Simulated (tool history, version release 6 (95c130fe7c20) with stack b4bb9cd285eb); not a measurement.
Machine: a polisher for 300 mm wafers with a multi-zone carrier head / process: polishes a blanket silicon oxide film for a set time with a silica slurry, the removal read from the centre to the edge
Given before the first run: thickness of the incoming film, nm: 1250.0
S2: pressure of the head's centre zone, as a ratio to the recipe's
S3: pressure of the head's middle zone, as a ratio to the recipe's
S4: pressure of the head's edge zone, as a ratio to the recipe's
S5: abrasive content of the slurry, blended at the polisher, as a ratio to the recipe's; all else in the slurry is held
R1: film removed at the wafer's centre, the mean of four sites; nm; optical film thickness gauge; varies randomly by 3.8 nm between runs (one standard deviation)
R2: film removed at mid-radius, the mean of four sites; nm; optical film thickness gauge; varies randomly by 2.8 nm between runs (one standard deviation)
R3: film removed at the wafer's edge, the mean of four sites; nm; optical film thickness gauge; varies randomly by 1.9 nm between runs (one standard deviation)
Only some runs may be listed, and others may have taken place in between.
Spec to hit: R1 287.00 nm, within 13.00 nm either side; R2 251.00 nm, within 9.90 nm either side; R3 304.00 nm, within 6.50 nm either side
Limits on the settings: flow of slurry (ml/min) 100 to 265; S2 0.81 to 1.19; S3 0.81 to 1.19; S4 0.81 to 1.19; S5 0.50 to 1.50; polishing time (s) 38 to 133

Run 1, hour 0.0: flow of slurry (ml/min) 170, S2 1.00, S3 1.00, S4 1.00, S5 1.00, polishing time (s) 85. Result: R1 195.45 nm, R2 199.52 nm, R3 201.58 nm.
Run 2, hour 4.3: flow of slurry (ml/min) 180, S2 1.02, S3 0.97, S4 1.06, S5 1.15, polishing time (s) 87. Result: R1 221.30 nm, R2 215.34 nm, R3 223.87 nm.
Run 3, hour 6.8: flow of slurry (ml/min) 180, S2 1.02, S3 0.97, S4 1.00, S5 1.15, polishing time (s) 87. Result: R1 217.72 nm, R2 212.63 nm, R3 217.18 nm.
Run 4, hour 12.9: flow of slurry (ml/min) 180, S2 1.02, S3 1.03, S4 1.00, S5 1.15, polishing time (s) 87. Result: R1 213.09 nm, R2 226.97 nm, R3 216.09 nm.
Run 5, hour 18.4: flow of slurry (ml/min) 185, S2 1.01, S3 0.97, S4 1.06, S5 1.25, polishing time (s) 90. Result: R1 231.12 nm, R2 223.16 nm, R3 239.16 nm.
Run 6, hour 26.4: flow of slurry (ml/min) 190, S2 1.01, S3 0.96, S4 1.10, S5 1.35, polishing time (s) 93. Result: R1 245.84 nm, R2 238.53 nm, R3 258.35 nm.
Run 7, hour 35.3: flow of slurry (ml/min) 195, S2 1.01, S3 0.94, S4 1.13, S5 1.40, polishing time (s) 95. Result: R1 257.01 nm, R2 247.95 nm, R3 272.49 nm.
Run 8, hour 37.7: flow of slurry (ml/min) 200, S2 1.01, S3 0.91, S4 1.15, S5 1.45, polishing time (s) 96. Result: R1 264.58 nm, R2 244.99 nm, R3 280.98 nm.
Run 9, hour 38.2: flow of slurry (ml/min) 205, S2 1.01, S3 0.90, S4 1.16, S5 1.45, polishing time (s) 97. Result: R1 259.58 nm, R2 246.42 nm, R3 284.29 nm.
At hour 40.3: worn pad replaced by a new one.
Run 10, hour 40.3: flow of slurry (ml/min) 205, S2 1.03, S3 0.89, S4 1.17, S5 1.45, polishing time (s) 98. Result: R1 288.65 nm, R2 261.07 nm, R3 306.96 nm.

Consider the 4 candidate settings below. Which is the only one whose results all fall within their allowed miss of target?
Run A, hour 42.4: flow of slurry (ml/min) 200, S2 1.04, S3 0.87, S4 1.19, S5 1.45, polishing time (s) 96. Result: R1 ?, R2 ?, R3 ?.
Run B, hour 42.4: flow of slurry (ml/min) 225, S2 1.10, S3 0.82, S4 1.19, S5 1.35, polishing time (s) 91. Result: R1 ?, R2 ?, R3 ?.
Run C, hour 42.4: flow of slurry (ml/min) 165, S2 1.11, S3 0.83, S4 1.17, S5 1.45, polishing time (s) 93. Result: R1 ?, R2 ?, R3 ?.
Run D, hour 42.4: flow of slurry (ml/min) 180, S2 1.17, S3 0.86, S4 1.05, S5 1.45, polishing time (s) 98. Result: R1 ?, R2 ?, R3 ?.

move      R1      R2      R3
   A  288.42  250.14  304.64
   B  287.49  224.19  285.81
   C  289.03  226.67  286.75
   D  325.83  249.12  288.65
A: in spec on every target
B: moves the result that the last run missed by most past its target, out the other side
C: moves the result that the last run missed by most past its target, out the other side
D: puts the biggest miss on target and leaves a different result outside tolerance
A is the move that brings every result within its allowed miss.
